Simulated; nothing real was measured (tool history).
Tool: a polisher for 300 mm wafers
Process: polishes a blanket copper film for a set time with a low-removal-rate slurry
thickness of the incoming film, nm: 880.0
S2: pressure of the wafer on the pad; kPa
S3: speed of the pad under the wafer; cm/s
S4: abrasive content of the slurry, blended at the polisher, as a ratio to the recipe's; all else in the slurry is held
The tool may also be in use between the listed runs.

{"run": 1, "hour": 0.0, "flow of slurry (ml/min)": 145, "S2": 14.5, "S3": 116, "S4": 1.0, "polishing time (s)": 28, "film removed (angstrom)": 626.72}
{"run": 2, "hour": 8.5, "flow of slurry (ml/min)": 140, "S2": 12.4, "S3": 114, "S4": 1.0, "polishing time (s)": 28, "film removed (angstrom)": 531.32}
{"run": 3, "hour": 16.2, "flow of slurry (ml/min)": 135, "S2": 11.0, "S3": 112, "S4": 1.0, "polishing time (s)": 28, "film removed (angstrom)": 461.31}
{"run": 4, "hour": 22.1, "flow of slurry (ml/min)": 135, "S2": 11.0, "S3": 112, "S4": 1.0, "polishing time (s)": 28, "film removed (angstrom)": 462.09}
{"run": 5, "hour": 28.8, "flow of slurry (ml/min)": 135, "S2": 11.0, "S3": 100, "S4": 1.0, "polishing time (s)": 28, "film removed (angstrom)": 409.42}
{"run": 6, "hour": 30.9, "flow of slurry (ml/min)": 130, "S2": 10.3, "S3": 100, "S4": 1.0, "polishing time (s)": 28, "film removed (angstrom)": 384.98}
{"run": 7, "hour": 33.0, "flow of slurry (ml/min)": 125, "S2": 10.3, "S3": 100, "S4": 1.0, "polishing time (s)": 28, "film removed (angstrom)": 379.42}
{"run": 8, "hour": 40.2, "flow of slurry (ml/min)": 120, "S2": 10.3, "S3": 100, "S4": 1.0, "polishing time (s)": 28, "film removed (angstrom)": 380.19}
{"run": 9, "hour": 42.0, "flow of slurry (ml/min)": 115, "S2": 10.3, "S3": 100, "S4": 1.0, "polishing time (s)": 28, "film removed (angstrom)": 378.76}

Run 10 comes next. What will it give?
{"run": 10, "hour": 44.9, "flow of slurry (ml/min)": 110, "S2": 9.7, "S3": 100, "S4": 1.0, "polishing time (s)": 28, "film removed (angstrom)": "?"}

Run 10 gave film removed (angstrom) 350.15.
